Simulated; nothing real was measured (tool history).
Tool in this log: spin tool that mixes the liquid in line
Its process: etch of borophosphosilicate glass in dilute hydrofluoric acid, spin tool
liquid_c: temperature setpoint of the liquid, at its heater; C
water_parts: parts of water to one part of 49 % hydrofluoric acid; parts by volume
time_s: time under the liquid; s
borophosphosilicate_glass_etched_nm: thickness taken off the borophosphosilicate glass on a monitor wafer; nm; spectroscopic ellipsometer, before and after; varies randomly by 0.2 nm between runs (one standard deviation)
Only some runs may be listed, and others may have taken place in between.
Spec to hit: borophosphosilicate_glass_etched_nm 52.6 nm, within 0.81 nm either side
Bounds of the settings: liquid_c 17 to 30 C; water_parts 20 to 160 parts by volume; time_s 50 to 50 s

| run | hour | liquid_c | water_parts | time_s | borophosphosilicate_glass_etched_nm |
|---|---|---|---|---|---|
| 1 | 0 | 22 | 90 | 50 | 27.102 |
| 2 | 9 | 23.5 | 85 | 50 | 30.731 |
| 3 | 10.8 | 22 | 85 | 50 | 28.741 |
| 4 | 12.9 | 23.5 | 80 | 50 | 32.58 |
| 5 | 19.5 | 23.5 | 110 | 50 | 23.026 |
| 6 | 24.9 | 23.5 | 80 | 50 | 32.652 |
| 7 | 31.4 | 25 | 75 | 50 | 37.422 |
| 8 | 37.9 | 26 | 75 | 50 | 39.062 |
| 9 | 40.2 | 27 | 75 | 50 | 40.494 |
| 10 | 41.9 | 27.5 | 75 | 50 | 40.954 |
| 11 | 49.8 | 28 | 75 | 50 | 42.388 |
| 12 | 50.9 | 28.5 | 75 | 50 | 42.758 |
| 13 | 57.8 | 29 | 75 | 50 | 43.818 |
| 14 | 58.8 | 29 | 75 | 50 | 43.557 |
|  | 64.2 | thermometer replaced |
| 15 | 64.2 | 29 | 75 | 50 | 40.607 |
| 16 | 67.2 | 29 | 70 | 50 | 43.813 |
| 17 | 68.5 | 29 | 65 | 50 | 47.708 |

Exactly one of the 4 candidate moves below puts every result within its allowed miss. Which one?
| A | 69.8 | 28 | 55 | 50 | ? |
| B | 69.8 | 30 | 60 | 50 | ? |
| C | 69.8 | 25 | 55 | 50 | ? |
| D | 69.8 | 27 | 55 | 50 | ? |

| move | borophosphosilicate_glass_etched_nm |
|---|---|
| A | 54.959 |
| B | 54.094 |
| C | 48.718 |
| D | 52.811 |
A: moves the result that the last run missed by most past its target, out the other side
B: moves the result that the last run missed by most past its target, out the other side
C: nearer the targets than the last run, but a result is still out of spec
D: all results in spec
The move that meets every target is D.

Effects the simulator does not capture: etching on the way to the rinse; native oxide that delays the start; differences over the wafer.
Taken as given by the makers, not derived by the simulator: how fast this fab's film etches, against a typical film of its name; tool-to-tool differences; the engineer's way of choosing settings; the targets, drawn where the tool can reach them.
